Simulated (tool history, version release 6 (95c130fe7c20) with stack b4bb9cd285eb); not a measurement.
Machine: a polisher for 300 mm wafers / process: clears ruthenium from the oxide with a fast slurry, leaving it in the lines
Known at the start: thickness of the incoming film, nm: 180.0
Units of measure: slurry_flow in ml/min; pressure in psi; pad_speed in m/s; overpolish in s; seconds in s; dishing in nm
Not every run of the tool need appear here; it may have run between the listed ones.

{"run": 1, "hour": 0.0, "slurry_flow": 295, "pressure": 2.8, "pad_speed": 1.28, "slurry_solids": 1.0, "overpolish": 10, "seconds": 30.408, "dishing": 32.972}
{"run": 2, "hour": 2.5, "slurry_flow": 295, "pressure": 3.0, "pad_speed": 1.28, "slurry_solids": 1.0, "overpolish": 8, "seconds": 27.832, "dishing": 30.086}
{"run": 3, "hour": 5.7, "slurry_flow": 295, "pressure": 3.0, "pad_speed": 1.28, "slurry_solids": 1.0, "overpolish": 9, "seconds": 27.405, "dishing": 33.558}
{"run": 4, "hour": 8.4, "slurry_flow": 295, "pressure": 3.0, "pad_speed": 1.28, "slurry_solids": 1.15, "overpolish": 9, "seconds": 26.115, "dishing": 34.712}
{"run": 5, "hour": 13.6, "slurry_flow": 300, "pressure": 3.1, "pad_speed": 1.36, "slurry_solids": 0.95, "overpolish": 7, "seconds": 25.691, "dishing": 28.444}
{"run": 6, "hour": 14.2, "slurry_flow": 350, "pressure": 3.0, "pad_speed": 1.52, "slurry_solids": 0.8, "overpolish": 6, "seconds": 25.839, "dishing": 26.102}
{"run": 7, "hour": 21.8, "slurry_flow": 330, "pressure": 3.1, "pad_speed": 1.6, "slurry_solids": 0.7, "overpolish": 5, "seconds": 25.153, "dishing": 22.689}
{"run": 8, "hour": 27.2, "slurry_flow": 245, "pressure": 3.9, "pad_speed": 1.72, "slurry_solids": 0.5, "overpolish": 3, "seconds": 22.373, "dishing": 15.974}
{"run": 9, "hour": 33.7, "slurry_flow": 255, "pressure": 3.9, "pad_speed": 1.72, "slurry_solids": 0.5, "overpolish": 3, "seconds": 23.053, "dishing": 16.342}
{"run": 10, "hour": 36.0, "slurry_flow": 265, "pressure": 4.0, "pad_speed": 1.72, "slurry_solids": 0.5, "overpolish": 3, "seconds": 22.252, "dishing": 16.585}

Predict the results of run 11:
{"run": 11, "hour": 36.7, "slurry_flow": 270, "pressure": 4.0, "pad_speed": 1.72, "slurry_solids": 0.5, "overpolish": 3, "seconds": "?", "dishing": "?"}

{"run 11": {"seconds": 23.042, "dishing": 17.309}}
